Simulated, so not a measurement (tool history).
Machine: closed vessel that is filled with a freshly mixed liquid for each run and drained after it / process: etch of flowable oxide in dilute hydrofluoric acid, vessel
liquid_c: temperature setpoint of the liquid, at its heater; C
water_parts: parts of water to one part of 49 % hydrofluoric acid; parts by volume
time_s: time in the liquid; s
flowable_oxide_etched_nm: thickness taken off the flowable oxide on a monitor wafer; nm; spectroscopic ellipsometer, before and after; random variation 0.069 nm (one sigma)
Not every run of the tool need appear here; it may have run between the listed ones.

{"run": 1, "day": 0.0, "liquid_c": 23.0, "water_parts": 120, "time_s": 40, "flowable_oxide_etched_nm": 18.163}
{"run": 2, "day": 0.25, "liquid_c": 23.0, "water_parts": 120, "time_s": 35, "flowable_oxide_etched_nm": 15.892}
{"run": 3, "day": 0.304, "liquid_c": 26.0, "water_parts": 120, "time_s": 35, "flowable_oxide_etched_nm": 17.735}
{"run": 4, "day": 0.567, "liquid_c": 28.0, "water_parts": 120, "time_s": 35, "flowable_oxide_etched_nm": 19.07}
{"run": 5, "day": 0.629, "liquid_c": 26.0, "water_parts": 120, "time_s": 35, "flowable_oxide_etched_nm": 17.718}
{"run": 6, "day": 0.971, "liquid_c": 26.5, "water_parts": 120, "time_s": 35, "flowable_oxide_etched_nm": 18.012}
{"run": 7, "day": 1.204, "liquid_c": 27.0, "water_parts": 120, "time_s": 35, "flowable_oxide_etched_nm": 18.448}

Run 8, settings as shown, results not yet in. Your forecast:
{"run": 8, "day": 1.246, "liquid_c": 27.5, "water_parts": 120, "time_s": 35, "flowable_oxide_etched_nm": "?"}

Run 8 came out at flowable_oxide_etched_nm 18.806 nm.
